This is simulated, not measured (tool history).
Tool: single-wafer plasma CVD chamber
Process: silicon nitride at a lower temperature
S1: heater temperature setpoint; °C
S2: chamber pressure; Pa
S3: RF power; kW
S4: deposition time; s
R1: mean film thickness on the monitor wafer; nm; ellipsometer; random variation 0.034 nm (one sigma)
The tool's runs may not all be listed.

run 1 hour=0.0 | S1=365 S2=163 S3=0.230 S4=18.8 | R1=17.466
run 2 hour=1.0 | S1=365 S2=191 S3=0.230 S4=18.8 | R1=18.209
run 3 hour=4.3 | S1=357 S2=191 S3=0.230 S4=18.8 | R1=18.292
run 4 hour=12.1 | S1=357 S2=177 S3=0.225 S4=18.8 | R1=17.691
run 5 hour=14.1 | S1=357 S2=177 S3=0.240 S4=18.8 | R1=18.362
run 6 hour=19.6 | S1=357 S2=165 S3=0.235 S4=18.8 | R1=17.928
run 7 hour=25.8 | S1=357 S2=133 S3=0.200 S4=18.7 | R1=14.953
run 8 hour=30.1 | S1=357 S2=135 S3=0.200 S4=18.7 | R1=15.017

Run 9 comes next. What will it give?
run 9 hour=37.3 | S1=357 S2=136 S3=0.200 S4=18.7 | R1=?

Run 9 gave R1 15.075 nm.

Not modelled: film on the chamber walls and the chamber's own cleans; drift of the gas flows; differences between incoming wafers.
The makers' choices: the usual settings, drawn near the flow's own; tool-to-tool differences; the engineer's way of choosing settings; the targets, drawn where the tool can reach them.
